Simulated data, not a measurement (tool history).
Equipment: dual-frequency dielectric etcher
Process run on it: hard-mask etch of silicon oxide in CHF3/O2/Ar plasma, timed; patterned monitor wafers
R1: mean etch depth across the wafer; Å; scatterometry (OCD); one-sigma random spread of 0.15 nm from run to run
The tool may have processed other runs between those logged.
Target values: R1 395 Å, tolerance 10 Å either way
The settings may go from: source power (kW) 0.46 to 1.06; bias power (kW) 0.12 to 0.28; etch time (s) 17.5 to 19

Run 1, hour 0: source power (kW) 0.76, bias power (kW) 0.2, etch time (s) 19. Result: R1 453.62 Å.
Run 2, hour 1.1: source power (kW) 0.72, bias power (kW) 0.197, etch time (s) 19. Result: R1 442.63 Å.
Run 3, hour 4.9: source power (kW) 0.65, bias power (kW) 0.197, etch time (s) 19. Result: R1 429.76 Å.
Run 4, hour 8.2: source power (kW) 0.65, bias power (kW) 0.232, etch time (s) 19. Result: R1 444.67 Å.
Run 5, hour 14.3: source power (kW) 0.63, bias power (kW) 0.228, etch time (s) 19. Result: R1 443.8 Å.
Run 6, hour 15.5: source power (kW) 0.61, bias power (kW) 0.222, etch time (s) 19. Result: R1 434.46 Å.
Run 7, hour 19.3: source power (kW) 0.59, bias power (kW) 0.218, etch time (s) 19. Result: R1 429.8 Å.
Run 8, hour 24: source power (kW) 0.57, bias power (kW) 0.214, etch time (s) 19. Result: R1 425.49 Å.
Run 9, hour 27.6: source power (kW) 0.56, bias power (kW) 0.21, etch time (s) 19. Result: R1 416.62 Å.

Which single option among these 4 for the next run brings every result within its allowed miss of target? Just one does.
Run A, hour 31.2: source power (kW) 0.81, bias power (kW) 0.22, etch time (s) 18. Result: R1 ?.
Run B, hour 31.2: source power (kW) 0.65, bias power (kW) 0.227, etch time (s) 19. Result: R1 ?.
Run C, hour 31.2: source power (kW) 0.49, bias power (kW) 0.201, etch time (s) 18. Result: R1 ?.
Run D, hour 31.2: source power (kW) 0.56, bias power (kW) 0.235, etch time (s) 17.5. Result: R1 ?.

move      R1
   A  446.13
   B  444.02
   C  375.29
   D  395.25
A: misses by more than the last run did
B: misses by more than the last run did
C: the result that was furthest off in the last run now lies on the other side of its target
D: every result lands within tolerance
Correct choice: D, which meets every target
